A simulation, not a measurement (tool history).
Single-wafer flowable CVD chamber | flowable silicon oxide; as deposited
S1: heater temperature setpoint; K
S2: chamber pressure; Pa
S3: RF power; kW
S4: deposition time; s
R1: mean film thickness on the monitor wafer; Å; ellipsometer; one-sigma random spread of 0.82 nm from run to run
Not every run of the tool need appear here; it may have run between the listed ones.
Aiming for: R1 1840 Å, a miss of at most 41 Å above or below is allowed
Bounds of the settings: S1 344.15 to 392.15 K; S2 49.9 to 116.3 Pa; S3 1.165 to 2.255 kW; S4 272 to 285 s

run  hour      S1    S2     S3   S4      R1
  1     0  368.15  83.1   1.71  285  1298.5
  2   5.9  368.15  83.1  1.475  285    1252
  3   9.5  368.15  83.1  1.475  272  1179.3
  4  17.1  378.15  83.1  1.475  272  884.33
  5  24.1  374.15  83.1  1.475  272  995.97
  6  31.6  374.15  83.1   1.69  272  1024.8
  7  34.6  371.15  83.1   1.69  272    1134
  8  43.5  368.15  83.1   1.69  272  1227.1
  9  46.6  366.15  83.1   1.69  272  1311.4
 10  52.3  364.15  83.1   1.69  272  1378.8

Next run, 5 choices. One meets every target within its allowed miss, the rest don't. Which?
  A    58  371.15   76.5  1.745  272   ?
  B    58  364.15  102.4  1.855  285   ?
  C    58  354.15   92.9  1.755  277   ?
  D    58  361.15   87.7  1.635  285   ?
  E    58  360.15   83.9  1.645  282   ?

move      R1
   A  1051.3
   B  1822.9
   C  2088.4
   D  1655.7
   E  1618.4
A: its largest miss is bigger than the last run's
B: every result lands within tolerance
C: carries the result that was furthest off beyond its target, to the other side
D: nearer than the last run, and not there yet
E: nearer than the last run, and not there yet
Move B is the one to make.
